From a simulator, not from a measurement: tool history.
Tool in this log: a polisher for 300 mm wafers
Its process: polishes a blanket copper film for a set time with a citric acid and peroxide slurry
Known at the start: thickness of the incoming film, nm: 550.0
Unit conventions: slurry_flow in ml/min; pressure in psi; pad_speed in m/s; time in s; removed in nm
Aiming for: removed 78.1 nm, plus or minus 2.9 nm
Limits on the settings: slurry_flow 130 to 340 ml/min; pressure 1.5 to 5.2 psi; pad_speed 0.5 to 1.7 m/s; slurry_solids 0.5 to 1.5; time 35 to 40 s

run,day,slurry_flow,pressure,pad_speed,slurry_solids,time,removed
1,0,220,3.3,1.1,1,40,93.584
2,0.288,220,3.3,1.1,1.1,40,92.942
3,0.5,195,3.3,1.1,1.1,40,91.661
4,0.775,195,3.2,1.1,1.1,40,91.428
5,1.146,195,3.7,1.1,1.1,40,105.86
# day 1.317: slurry blender recalibrated
6,1.317,195,3.7,1.26,1.1,40,125.04
7,1.35,195,3.5,1.26,1.1,40,117.77
8,1.454,195,3.3,1.26,1.1,40,113.79
9,1.488,195,3.1,1.26,1.1,40,104.73
10,1.538,195,3.1,1.26,1.1,40,106.23
11,1.833,190,2.1,1.24,1.1,40,70.559

Which of these 5 next moves meets every target?
A,2.129,200,2.2,1.2,1,39,?
B,2.129,165,2.1,1.16,1.1,40,?
C,2.129,255,2,1.12,1.3,37,?
D,2.129,190,2.4,1.32,1.05,40,?
E,2.129,140,2.7,1.36,0.9,35,?

move,removed
A,69.385
B,64.995
C,61.128
D,84.968
E,78.571
A: its largest miss is bigger than the last run's
B: its largest miss is bigger than the last run's
C: its largest miss is bigger than the last run's
D: pushes the last run's worst result past its target
E: all results land within tolerance of their targets
Go with E: it meets all targets.
